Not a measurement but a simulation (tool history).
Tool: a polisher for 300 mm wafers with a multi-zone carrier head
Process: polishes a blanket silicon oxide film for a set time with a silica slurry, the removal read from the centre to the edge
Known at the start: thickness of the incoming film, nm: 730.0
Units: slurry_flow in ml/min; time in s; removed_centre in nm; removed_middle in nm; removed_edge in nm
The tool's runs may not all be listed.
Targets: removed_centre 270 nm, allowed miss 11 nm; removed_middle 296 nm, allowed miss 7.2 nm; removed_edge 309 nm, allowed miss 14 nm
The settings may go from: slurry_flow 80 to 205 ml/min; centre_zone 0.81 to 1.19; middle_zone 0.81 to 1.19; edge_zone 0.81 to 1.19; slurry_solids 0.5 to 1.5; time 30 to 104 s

run 1 day=0 | slurry_flow=135 centre_zone=1 middle_zone=1 edge_zone=1 slurry_solids=1 time=67 | removed_centre=235.22 removed_middle=238.11 removed_edge=244.56
run 2 day=0.025 | slurry_flow=145 centre_zone=0.99 middle_zone=1.02 edge_zone=1.05 slurry_solids=1.05 time=67 | removed_centre=242.75 removed_middle=250.44 removed_edge=254.31
run 3 day=0.271 | slurry_flow=145 centre_zone=0.99 middle_zone=0.98 edge_zone=1.05 slurry_solids=1.05 time=67 | removed_centre=246.8 removed_middle=239.87 removed_edge=258.26
run 4 day=0.379 | slurry_flow=150 centre_zone=0.97 middle_zone=1 edge_zone=1.08 slurry_solids=1.1 time=67 | removed_centre=247.12 removed_middle=254.01 removed_edge=270.14
run 5 day=0.708 | slurry_flow=150 centre_zone=0.97 middle_zone=1 edge_zone=1.08 slurry_solids=1.1 time=83 | removed_centre=303.29 removed_middle=308.99 removed_edge=325.36
run 6 day=0.775 | slurry_flow=140 centre_zone=0.96 middle_zone=1 edge_zone=1.07 slurry_solids=1.1 time=83 | removed_centre=299.97 removed_middle=308.69 removed_edge=319.95
run 7 day=0.958 | slurry_flow=135 centre_zone=0.94 middle_zone=1 edge_zone=1.07 slurry_solids=1.1 time=83 | removed_centre=293.04 removed_middle=306.34 removed_edge=322.72
run 8 day=1.158 | slurry_flow=135 centre_zone=0.94 middle_zone=1 edge_zone=1.07 slurry_solids=1.1 time=83 | removed_centre=287.07 removed_middle=303.49 removed_edge=326.42
run 9 day=1.475 | slurry_flow=130 centre_zone=0.94 middle_zone=1 edge_zone=1.06 slurry_solids=1.1 time=83 | removed_centre=289.37 removed_middle=301.88 removed_edge=327.63

5 next moves are on the table. One of them brings every result within its allowed miss. Which?
run A day=1.792 | slurry_flow=150 centre_zone=1 middle_zone=0.99 edge_zone=1.03 slurry_solids=1.2 time=77 | removed_centre=? removed_middle=? removed_edge=?
run B day=1.792 | slurry_flow=115 centre_zone=0.94 middle_zone=0.91 edge_zone=1.09 slurry_solids=1.2 time=91 | removed_centre=? removed_middle=? removed_edge=?
run C day=1.792 | slurry_flow=80 centre_zone=0.88 middle_zone=0.97 edge_zone=1.09 slurry_solids=1.05 time=100 | removed_centre=? removed_middle=? removed_edge=?
run D day=1.792 | slurry_flow=140 centre_zone=0.9 middle_zone=1 edge_zone=1.04 slurry_solids=1.1 time=80 | removed_centre=? removed_middle=? removed_edge=?
run E day=1.792 | slurry_flow=110 centre_zone=1.01 middle_zone=0.9 edge_zone=1 slurry_solids=1.3 time=87 | removed_centre=? removed_middle=? removed_edge=?

move=A removed_centre=299.6 removed_middle=295.77 removed_edge=301.88
move=B removed_centre=309.92 removed_middle=306.2 removed_edge=351.03
move=C removed_centre=261.94 removed_middle=297.21 removed_edge=335.78
move=D removed_centre=265.37 removed_middle=294.48 removed_edge=300.4
move=E removed_centre=324.45 removed_middle=295.91 removed_edge=330.2
A: further off than the last run
B: further off than the last run
C: brings the result that was furthest off to its target, and leaves another outside
D: meets every target
E: further off than the last run
The right move is D.
